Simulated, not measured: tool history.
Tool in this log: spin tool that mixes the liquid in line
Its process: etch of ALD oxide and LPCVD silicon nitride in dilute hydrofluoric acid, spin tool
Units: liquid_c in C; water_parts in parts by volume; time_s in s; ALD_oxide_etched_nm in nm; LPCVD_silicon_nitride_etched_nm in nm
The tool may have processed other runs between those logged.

run,hour,liquid_c,water_parts,time_s,ALD_oxide_etched_nm,LPCVD_silicon_nitride_etched_nm
1,0,21,45,110,34.692,1.2786
2,7.7,21,60,110,25.518,0.87812
3,9.6,21,45,110,34.933,1.2073
4,17.3,24,45,110,39.022,1.5026
5,20.5,20.5,45,110,33.595,1.1903
6,21.2,21,45,110,34.851,1.1882
7,26.3,21.5,45,110,35.54,1.2947
8,29.7,22,45,110,35.908,1.2201

The next listed run, before its measurement:
9,37.9,22.5,45,110,?,?

{"run 9": {"ALD_oxide_etched_nm": 36.606, "LPCVD_silicon_nitride_etched_nm": 1.3635}}
